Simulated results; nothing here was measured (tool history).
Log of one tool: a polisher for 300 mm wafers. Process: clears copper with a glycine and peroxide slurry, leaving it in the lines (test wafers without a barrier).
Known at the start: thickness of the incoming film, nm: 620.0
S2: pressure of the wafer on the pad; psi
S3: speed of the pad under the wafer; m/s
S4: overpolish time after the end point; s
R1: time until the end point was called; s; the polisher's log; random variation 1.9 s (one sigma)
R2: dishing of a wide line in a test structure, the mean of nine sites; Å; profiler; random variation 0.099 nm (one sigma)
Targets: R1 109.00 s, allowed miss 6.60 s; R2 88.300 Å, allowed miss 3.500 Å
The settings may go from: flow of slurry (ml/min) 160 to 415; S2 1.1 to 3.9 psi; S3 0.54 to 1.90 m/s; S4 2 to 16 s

Run 1, hour 0.0: flow of slurry (ml/min) 265, S2 2.5 psi, S3 1.22 m/s, S4 8 s. Result: R1 110.73 s, R2 317.090 Å.
Run 2, hour 3.5: flow of slurry (ml/min) 250, S2 2.3 psi, S3 1.22 m/s, S4 7 s. Result: R1 117.89 s, R2 258.530 Å.
Run 3, hour 9.1: flow of slurry (ml/min) 250, S2 1.7 psi, S3 1.22 m/s, S4 7 s. Result: R1 151.07 s, R2 211.180 Å.
Run 4, hour 17.7: flow of slurry (ml/min) 250, S2 2.3 psi, S3 1.22 m/s, S4 7 s. Result: R1 118.97 s, R2 264.100 Å.
Run 5, hour 23.1: flow of slurry (ml/min) 235, S2 2.1 psi, S3 1.26 m/s, S4 6 s. Result: R1 122.60 s, R2 215.030 Å.
Run 6, hour 27.8: flow of slurry (ml/min) 220, S2 1.9 psi, S3 1.32 m/s, S4 5 s. Result: R1 132.30 s, R2 176.230 Å.
Run 7, hour 30.5: flow of slurry (ml/min) 210, S2 1.8 psi, S3 1.40 m/s, S4 4 s. Result: R1 134.55 s, R2 137.980 Å.
Run 8, hour 39.5: flow of slurry (ml/min) 200, S2 1.7 psi, S3 1.50 m/s, S4 4 s. Result: R1 132.81 s, R2 137.890 Å.
Run 9, hour 44.2: flow of slurry (ml/min) 160, S2 1.1 psi, S3 1.84 m/s, S4 2 s. Result: R1 172.54 s, R2 57.266 Å.
Run 10, hour 52.4: flow of slurry (ml/min) 160, S2 1.2 psi, S3 1.86 m/s, S4 2 s. Result: R1 158.65 s, R2 62.451 Å.
Run 11, hour 59.9: flow of slurry (ml/min) 160, S2 1.3 psi, S3 1.86 m/s, S4 2 s. Result: R1 150.12 s, R2 65.267 Å.
Run 12, hour 66.2: flow of slurry (ml/min) 160, S2 1.4 psi, S3 1.86 m/s, S4 2 s. Result: R1 138.62 s, R2 68.243 Å.
Run 13, hour 71.8: flow of slurry (ml/min) 170, S2 1.5 psi, S3 1.86 m/s, S4 2 s. Result: R1 126.38 s, R2 74.364 Å.
Run 14, hour 80.2: flow of slurry (ml/min) 245, S2 1.6 psi, S3 1.86 m/s, S4 2 s. Result: R1 117.10 s, R2 79.109 Å.
Run 15, hour 86.4: flow of slurry (ml/min) 245, S2 1.6 psi, S3 1.86 m/s, S4 2 s. Result: R1 119.58 s, R2 80.178 Å.
Run 16, hour 88.6: flow of slurry (ml/min) 250, S2 1.6 psi, S3 1.86 m/s, S4 2 s. Result: R1 113.84 s, R2 81.515 Å.
Run 17, hour 97.5: flow of slurry (ml/min) 255, S2 1.6 psi, S3 1.86 m/s, S4 2 s. Result: R1 118.78 s, R2 81.007 Å.
Run 18, hour 102.4: flow of slurry (ml/min) 260, S2 1.6 psi, S3 1.86 m/s, S4 2 s. Result: R1 117.06 s, R2 80.563 Å.
Run 19, hour 105.7: flow of slurry (ml/min) 265, S2 1.6 psi, S3 1.86 m/s, S4 2 s. Result: R1 115.32 s, R2 81.484 Å.

Which of these 4 next moves meets every target?
Run A, hour 109.0: flow of slurry (ml/min) 260, S2 1.8 psi, S3 1.62 m/s, S4 2 s. Result: R1 ?, R2 ?.
Run B, hour 109.0: flow of slurry (ml/min) 270, S2 1.5 psi, S3 1.90 m/s, S4 2 s. Result: R1 ?, R2 ?.
Run C, hour 109.0: flow of slurry (ml/min) 315, S2 1.5 psi, S3 1.90 m/s, S4 2 s. Result: R1 ?, R2 ?.
Run D, hour 109.0: flow of slurry (ml/min) 255, S2 2.0 psi, S3 1.62 m/s, S4 2 s. Result: R1 ?, R2 ?.

move      R1      R2
   A  117.86  80.753
   B  121.16  78.446
   C  119.36  79.583
   D  108.18  87.780
A: further off than the last run
B: further off than the last run
C: further off than the last run
D: meets every target
Answer: D
